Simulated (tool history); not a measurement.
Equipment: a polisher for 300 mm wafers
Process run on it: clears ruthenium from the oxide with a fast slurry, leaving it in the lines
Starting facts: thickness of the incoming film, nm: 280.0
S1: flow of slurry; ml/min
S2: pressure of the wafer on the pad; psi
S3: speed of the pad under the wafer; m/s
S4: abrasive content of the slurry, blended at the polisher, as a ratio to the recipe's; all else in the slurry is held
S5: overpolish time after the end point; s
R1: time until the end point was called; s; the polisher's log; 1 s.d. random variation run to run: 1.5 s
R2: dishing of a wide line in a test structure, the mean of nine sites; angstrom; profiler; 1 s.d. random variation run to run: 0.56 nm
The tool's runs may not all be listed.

run	hour	S1	S2	S3	S4	S5	R1	R2
1	0	125	2.5	0.94	1	11	76.628	381.17
2	6.9	125	2	0.94	1	11	86.287	348.93
3	14.6	125	2	0.94	1	14	84.911	442.1
4	15.6	125	2	0.94	1	10	86.149	322.93
5	18.9	120	1.7	0.94	1	11	94.078	314.41
6	23.1	115	1.5	0.94	1	12	99.876	327.02

Predict the results of run 7:
# hour 25.5: slurry blender recalibrated
7	25.5	115	1.5	0.94	1	12	?	?

Run 7 produced R1 94.057 s, R2 342.1 angstrom.
